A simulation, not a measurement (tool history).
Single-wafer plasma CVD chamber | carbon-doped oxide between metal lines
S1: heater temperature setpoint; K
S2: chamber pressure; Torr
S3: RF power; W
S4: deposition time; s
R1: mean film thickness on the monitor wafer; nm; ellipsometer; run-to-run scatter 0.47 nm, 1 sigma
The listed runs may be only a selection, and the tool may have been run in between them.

| run | hour | S1 | S2 | S3 | S4 | R1 |
|---|---|---|---|---|---|---|
| 1 | 0.0 | 613.15 | 6.92 | 560 | 22.3 | 134.82 |
| 2 | 8.7 | 615.15 | 6.81 | 545 | 22.3 | 132.07 |
| 3 | 13.6 | 615.15 | 6.81 | 595 | 22.3 | 138.64 |
| 4 | 18.0 | 617.15 | 6.71 | 575 | 22.3 | 133.67 |
| 5 | 22.9 | 619.15 | 6.55 | 565 | 22.3 | 132.03 |
| 6 | 25.4 | 619.15 | 6.55 | 565 | 23.0 | 136.69 |
| 7 | 26.9 | 621.15 | 6.46 | 545 | 23.0 | 132.91 |
| 8 | 34.0 | 622.15 | 6.38 | 530 | 23.0 | 130.42 |
| 9 | 38.1 | 623.15 | 6.31 | 515 | 23.0 | 127.92 |

Forecast run 10:
| 10 | 38.7 | 624.15 | 6.24 | 500 | 23.0 | ? |

{"run 10": {"R1": 123.92}}
